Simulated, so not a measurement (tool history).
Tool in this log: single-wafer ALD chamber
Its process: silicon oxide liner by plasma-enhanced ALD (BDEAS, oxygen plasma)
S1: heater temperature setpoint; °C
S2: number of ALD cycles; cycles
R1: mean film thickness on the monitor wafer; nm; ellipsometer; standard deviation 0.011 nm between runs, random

Run 1, day 0.000: S1 325 °C, S2 59 cycles. Result: R1 5.6720 nm.
Run 2, day 0.096: S1 331 °C, S2 59 cycles. Result: R1 5.6257 nm.
Run 3, day 0.379: S1 332 °C, S2 58 cycles. Result: R1 5.5279 nm.
Run 4, day 0.754: S1 332 °C, S2 65 cycles. Result: R1 6.1796 nm.
Run 5, day 1.071: S1 333 °C, S2 64 cycles. Result: R1 6.0879 nm.
Run 6, day 1.421: S1 334 °C, S2 63 cycles. Result: R1 5.9985 nm.
Run 7, day 1.554: S1 334 °C, S2 62 cycles. Result: R1 5.8852 nm.
Run 8, day 1.817: S1 334 °C, S2 61 cycles. Result: R1 5.8241 nm.
Run 9, day 2.125: S1 334 °C, S2 60 cycles. Result: R1 5.7179 nm.
Run 10, day 2.388: S1 339 °C, S2 52 cycles. Result: R1 4.9135 nm.

Forecast run 11:
Run 11, day 2.717: S1 338 °C, S2 52 cycles. Result: R1 ?.

{"run 11": {"R1": 4.9104}}
